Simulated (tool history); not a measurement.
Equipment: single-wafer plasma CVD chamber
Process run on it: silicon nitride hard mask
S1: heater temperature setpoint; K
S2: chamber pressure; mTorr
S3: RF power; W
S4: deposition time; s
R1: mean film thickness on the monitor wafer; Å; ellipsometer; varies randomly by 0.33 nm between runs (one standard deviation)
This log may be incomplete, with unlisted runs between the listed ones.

{"run": 1, "hour": 0.0, "S1": 678.15, "S2": 1280, "S3": 370, "S4": 76, "R1": 976.84}
{"run": 2, "hour": 6.5, "S1": 678.15, "S2": 1200, "S3": 350, "S4": 76, "R1": 930.69}
{"run": 3, "hour": 10.3, "S1": 678.15, "S2": 1140, "S3": 330, "S4": 76, "R1": 883.59}
{"run": 4, "hour": 18.8, "S1": 678.15, "S2": 1140, "S3": 355, "S4": 76, "R1": 920.68}
{"run": 5, "hour": 25.4, "S1": 678.15, "S2": 1140, "S3": 355, "S4": 76, "R1": 919.37}
{"run": 6, "hour": 28.8, "S1": 678.15, "S2": 1080, "S3": 340, "S4": 76, "R1": 889.05}
{"run": 7, "hour": 32.7, "S1": 678.15, "S2": 1030, "S3": 325, "S4": 76, "R1": 846.44}
{"run": 8, "hour": 37.6, "S1": 678.15, "S2": 990, "S3": 315, "S4": 76, "R1": 821.68}
{"run": 9, "hour": 38.1, "S1": 678.15, "S2": 780, "S3": 270, "S4": 76, "R1": 682.47}
{"run": 10, "hour": 40.8, "S1": 678.15, "S2": 810, "S3": 270, "S4": 76, "R1": 698.67}
{"run": 11, "hour": 47.9, "S1": 678.15, "S2": 830, "S3": 270, "S4": 76, "R1": 704.33}

Run 12 comes next. What will it give?
{"run": 12, "hour": 50.6, "S1": 678.15, "S2": 850, "S3": 270, "S4": 76, "R1": "?"}

R1: 708.27 Å
